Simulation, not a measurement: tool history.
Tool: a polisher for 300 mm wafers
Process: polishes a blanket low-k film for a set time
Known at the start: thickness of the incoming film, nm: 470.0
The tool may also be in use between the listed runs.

| run | hour | flow of slurry (ml/min) | pressure of the wafer on the pad (kPa) | speed of the pad under the wafer (m/s) | abrasive content of the slurry | polishing time (s) | film removed (nm) |
|---|---|---|---|---|---|---|---|
| 1 | 0.0 | 285 | 11.7 | 0.94 | 1.0 | 22 | 8.5296 |
| 2 | 1.0 | 285 | 11.7 | 0.86 | 1.0 | 22 | 7.9377 |
| 3 | 6.3 | 285 | 11.0 | 0.86 | 1.0 | 22 | 7.5163 |
| 4 | 10.3 | 285 | 12.4 | 0.86 | 1.0 | 22 | 8.3517 |
| 5 | 11.7 | 285 | 11.0 | 0.84 | 1.0 | 22 | 7.3204 |
| 6 | 13.3 | 285 | 10.3 | 0.84 | 1.0 | 22 | 6.9062 |
| 7 | 16.4 | 285 | 9.7 | 0.84 | 1.0 | 22 | 6.4958 |

Run 8 comes next. What will it give?
| 8 | 24.4 | 285 | 9.7 | 0.84 | 1.0 | 22 | ? |

film removed (nm): 6.4523

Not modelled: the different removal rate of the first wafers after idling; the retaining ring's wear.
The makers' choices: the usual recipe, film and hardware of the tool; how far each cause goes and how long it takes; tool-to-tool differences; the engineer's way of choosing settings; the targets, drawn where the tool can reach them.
